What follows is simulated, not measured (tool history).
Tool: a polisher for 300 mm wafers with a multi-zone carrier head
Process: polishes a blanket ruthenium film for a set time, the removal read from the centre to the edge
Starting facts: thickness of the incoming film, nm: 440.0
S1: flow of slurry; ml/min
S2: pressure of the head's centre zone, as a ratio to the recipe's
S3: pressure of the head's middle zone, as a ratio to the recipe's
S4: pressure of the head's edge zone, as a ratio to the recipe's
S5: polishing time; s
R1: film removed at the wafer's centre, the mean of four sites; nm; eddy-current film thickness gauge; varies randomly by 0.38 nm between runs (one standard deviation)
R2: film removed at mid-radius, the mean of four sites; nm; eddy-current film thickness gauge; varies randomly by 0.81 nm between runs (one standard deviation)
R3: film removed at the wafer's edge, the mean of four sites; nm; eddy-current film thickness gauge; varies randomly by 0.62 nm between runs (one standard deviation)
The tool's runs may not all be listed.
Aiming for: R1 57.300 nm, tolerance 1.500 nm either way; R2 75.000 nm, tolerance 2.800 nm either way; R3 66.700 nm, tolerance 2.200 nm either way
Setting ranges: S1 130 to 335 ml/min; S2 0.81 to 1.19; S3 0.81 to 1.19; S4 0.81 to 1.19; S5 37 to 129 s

run 1 hour=0.0 | S1=215 S2=1.00 S3=1.00 S4=1.00 S5=83 | R1=71.295 R2=71.699 R3=69.378
run 2 hour=7.2 | S1=215 S2=1.00 S3=1.00 S4=1.00 S5=74 | R1=62.949 R2=64.169 R3=62.262
run 3 hour=10.1 | S1=215 S2=1.03 S3=1.00 S4=1.00 S5=74 | R1=66.245 R2=63.295 R3=62.537
run 4 hour=17.6 | S1=195 S2=1.03 S3=1.00 S4=1.00 S5=74 | R1=64.069 R2=63.573 R3=60.961
run 5 hour=20.9 | S1=195 S2=1.03 S3=0.92 S4=1.00 S5=74 | R1=63.949 R2=58.680 R3=60.966
run 6 hour=22.2 | S1=195 S2=1.09 S3=0.92 S4=1.00 S5=74 | R1=67.395 R2=58.505 R3=62.116
run 7 hour=24.7 | S1=185 S2=1.03 S3=0.97 S4=1.04 S5=75 | R1=63.882 R2=60.557 R3=62.511
run 8 hour=25.9 | S1=180 S2=0.98 S3=1.02 S4=1.05 S5=77 | R1=61.495 R2=65.418 R3=63.983
run 9 hour=33.0 | S1=180 S2=0.98 S3=1.02 S4=1.05 S5=77 | R1=62.255 R2=65.982 R3=64.221
run 10 hour=34.2 | S1=175 S2=0.96 S3=1.05 S4=1.06 S5=78 | R1=61.605 R2=68.937 R3=65.445
run 11 hour=39.3 | S1=170 S2=0.94 S3=1.07 S4=1.07 S5=78 | R1=59.662 R2=68.955 R3=64.316

Below are 5 possible settings for the next run. Only one of them brings all results inside the allowed miss of their targets. Which is it?
run A hour=44.4 | S1=215 S2=0.88 S3=0.91 S4=1.03 S5=81 | R1=? R2=? R3=?
run B hour=44.4 | S1=160 S2=0.93 S3=1.14 S4=1.00 S5=81 | R1=? R2=? R3=?
run C hour=44.4 | S1=130 S2=0.99 S3=1.09 S4=1.07 S5=75 | R1=? R2=? R3=?
run D hour=44.4 | S1=200 S2=1.04 S3=1.10 S4=1.11 S5=70 | R1=? R2=? R3=?
run E hour=44.4 | S1=135 S2=0.89 S3=1.16 S4=1.06 S5=84 | R1=? R2=? R3=?

move=A R1=60.833 R2=64.366 R3=68.986
move=B R1=60.744 R2=73.885 R3=65.225
move=C R1=56.578 R2=62.581 R3=60.284
move=D R1=61.524 R2=64.491 R3=61.216
move=E R1=57.604 R2=74.734 R3=67.619
A: misses by more than the last run did
B: puts the biggest miss on target and leaves a different result outside tolerance
C: misses by more than the last run did
D: misses by more than the last run did
E: each result inside its tolerance
Correct choice: E, which meets every target
